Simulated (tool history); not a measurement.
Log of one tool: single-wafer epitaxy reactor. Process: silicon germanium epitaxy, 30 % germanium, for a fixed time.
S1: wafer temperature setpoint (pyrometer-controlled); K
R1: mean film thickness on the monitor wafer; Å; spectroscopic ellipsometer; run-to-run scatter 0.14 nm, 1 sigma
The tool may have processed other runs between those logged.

{"run": 1, "hour": 0.0, "S1": 848.15, "chamber pressure (Torr)": 17.6, "R1": 331.68}
{"run": 2, "hour": 2.7, "S1": 849.15, "chamber pressure (Torr)": 17.6, "R1": 338.65}
{"run": 3, "hour": 6.6, "S1": 850.15, "chamber pressure (Torr)": 17.6, "R1": 346.42}
{"run": 4, "hour": 12.6, "S1": 840.15, "chamber pressure (Torr)": 17.6, "R1": 276.22}
{"run": 5, "hour": 20.0, "S1": 843.15, "chamber pressure (Torr)": 17.6, "R1": 297.57}
{"run": 6, "hour": 28.7, "S1": 835.15, "chamber pressure (Torr)": 17.6, "R1": 248.13}
{"run": 7, "hour": 35.3, "S1": 839.15, "chamber pressure (Torr)": 17.7, "R1": 270.96}
{"run": 8, "hour": 36.3, "S1": 842.15, "chamber pressure (Torr)": 17.8, "R1": 289.99}
{"run": 9, "hour": 40.7, "S1": 845.15, "chamber pressure (Torr)": 17.8, "R1": 312.5}
{"run": 10, "hour": 48.6, "S1": 847.15, "chamber pressure (Torr)": 17.8, "R1": 324.94}
{"run": 11, "hour": 53.0, "S1": 857.15, "chamber pressure (Torr)": 18, "R1": 407.72}
{"run": 12, "hour": 53.8, "S1": 856.15, "chamber pressure (Torr)": 18, "R1": 399.38}

Estimate the outcome of run 13 from the log above:
{"run": 13, "hour": 58.3, "S1": 855.15, "chamber pressure (Torr)": 18, "R1": "?"}

{"run 13": {"R1": 388.98}}
